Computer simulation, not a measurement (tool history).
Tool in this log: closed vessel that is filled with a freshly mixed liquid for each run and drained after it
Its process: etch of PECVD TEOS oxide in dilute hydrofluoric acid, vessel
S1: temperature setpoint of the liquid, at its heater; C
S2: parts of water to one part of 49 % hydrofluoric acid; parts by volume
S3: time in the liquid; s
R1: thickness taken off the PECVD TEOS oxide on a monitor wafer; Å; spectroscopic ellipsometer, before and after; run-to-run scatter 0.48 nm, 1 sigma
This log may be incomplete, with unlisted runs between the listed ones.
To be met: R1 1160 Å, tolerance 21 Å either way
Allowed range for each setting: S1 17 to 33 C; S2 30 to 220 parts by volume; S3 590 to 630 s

run,day,S1,S2,S3,R1
1,0,25,125,590,810.86
2,0.325,22.5,125,590,731.51
3,0.446,25,125,590,808.76
4,0.533,27,125,590,872.15
5,0.8,27,95,590,1191.6
6,1.112,27,50,590,2417.8
7,1.254,24.5,60,590,1786.4
8,1.554,22.5,60,590,1641.6
9,1.683,21,60,590,1541.9
10,1.746,20,60,590,1483
11,2.025,19,65,590,1299.5
# day 2.262: thermometer replaced
12,2.262,19,65,590,1450.5
13,2.358,18.5,70,590,1294.2
14,2.654,17,75,590,1135.7

Next run, 5 choices. One meets every target within its allowed miss, the rest don't. Which?
A,2.95,18.5,85,630,?
B,2.95,17,75,605,?
C,2.95,20,85,590,?
D,2.95,18,85,630,?
E,2.95,17,80,630,?

move,R1
A,1117.9
B,1154.2
C,1114.6
D,1094.6
E,1120.8
A: its largest miss is bigger than the last run's
B: every result lands within tolerance
C: its largest miss is bigger than the last run's
D: its largest miss is bigger than the last run's
E: its largest miss is bigger than the last run's
Correct choice: B, which meets every target

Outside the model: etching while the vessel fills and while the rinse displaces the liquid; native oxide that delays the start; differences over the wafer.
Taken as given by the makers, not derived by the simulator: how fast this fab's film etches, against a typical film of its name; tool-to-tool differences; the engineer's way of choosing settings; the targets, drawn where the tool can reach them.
